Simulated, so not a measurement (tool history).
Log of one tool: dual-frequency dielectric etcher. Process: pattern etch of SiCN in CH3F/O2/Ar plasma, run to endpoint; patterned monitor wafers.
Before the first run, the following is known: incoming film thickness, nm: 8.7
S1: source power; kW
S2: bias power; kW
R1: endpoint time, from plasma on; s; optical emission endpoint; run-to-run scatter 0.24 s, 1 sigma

| run | hour | S1 | S2 | R1 |
|---|---|---|---|---|
| 1 | 0.0 | 0.360 | 0.076 | 22.532 |
| 2 | 8.6 | 0.330 | 0.072 | 23.956 |
| 3 | 15.8 | 0.310 | 0.070 | 24.324 |
| 4 | 21.8 | 0.370 | 0.070 | 23.127 |
| 5 | 30.1 | 0.370 | 0.083 | 21.731 |
| 6 | 31.2 | 0.400 | 0.083 | 21.624 |

Forecast run 7:
| 7 | 34.3 | 0.370 | 0.074 | ? |

{"run 7": {"R1": 22.927}}
